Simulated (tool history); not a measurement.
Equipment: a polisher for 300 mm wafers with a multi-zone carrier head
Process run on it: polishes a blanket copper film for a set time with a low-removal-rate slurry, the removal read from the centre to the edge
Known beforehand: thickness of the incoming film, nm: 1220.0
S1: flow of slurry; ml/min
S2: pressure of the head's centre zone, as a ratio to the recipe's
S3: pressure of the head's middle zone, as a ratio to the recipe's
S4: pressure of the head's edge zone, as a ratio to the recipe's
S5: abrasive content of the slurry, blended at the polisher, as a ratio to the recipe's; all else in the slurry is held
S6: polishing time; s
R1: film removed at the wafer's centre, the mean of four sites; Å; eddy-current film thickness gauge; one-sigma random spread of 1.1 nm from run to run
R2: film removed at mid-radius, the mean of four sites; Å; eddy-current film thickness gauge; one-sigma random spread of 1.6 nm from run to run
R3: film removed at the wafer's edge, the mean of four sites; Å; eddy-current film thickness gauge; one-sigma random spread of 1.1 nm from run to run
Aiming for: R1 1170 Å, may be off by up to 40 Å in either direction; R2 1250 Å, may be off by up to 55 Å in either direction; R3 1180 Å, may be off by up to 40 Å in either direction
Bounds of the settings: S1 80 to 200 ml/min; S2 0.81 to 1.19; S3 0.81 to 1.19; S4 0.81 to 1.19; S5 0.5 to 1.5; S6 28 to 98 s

run,hour,S1,S2,S3,S4,S5,S6,R1,R2,R3
1,0,130,1,1,1,1,63,1336.5,1304.7,1321.5
2,2.9,155,1,1,1,1,63,1375.7,1324.1,1339.3
3,7.9,155,1,1.04,1,1,63,1373.9,1391.6,1320
4,13.4,150,0.99,1.04,0.98,0.95,63,1387.4,1367.1,1303.3
5,20.4,145,0.97,1.04,0.98,0.9,62,1279.8,1310.7,1285.5
6,28.6,140,0.97,1.05,0.97,0.9,62,1282.2,1304.6,1270.2
7,33.4,135,0.96,1.06,0.96,0.9,62,1265.6,1320,1232.6
8,38.7,130,0.95,1.06,0.96,0.9,62,1247.5,1308.8,1226.9

Exercise: of the 5 proposed moves below, exactly one satisfies all targets within the stated allowed misses. Which move is it?
A,44,155,0.86,1.1,1.05,0.85,62,?,?,?
B,44,120,0.93,1.13,0.97,0.95,64,?,?,?
C,44,155,0.94,1.11,0.97,0.8,64,?,?,?
D,44,130,0.86,0.98,0.83,0.95,63,?,?,?
E,44,155,0.85,0.97,1.04,0.75,63,?,?,?

move,R1,R2,R3
A,1186.8,1398.7,1311.5
B,1247.6,1424.1,1279.2
C,1296,1437.5,1288.5
D,1181.2,1287.8,1189.6
E,1168.3,1269.1,1299.1
A: gets the furthest-off result to its target, but another result is out of tolerance
B: moves away from the targets compared with the last run
C: moves away from the targets compared with the last run
D: in spec on every target
E: gets the furthest-off result to its target, but another result is out of tolerance
So the answer is move D, the one that meets all the targets.
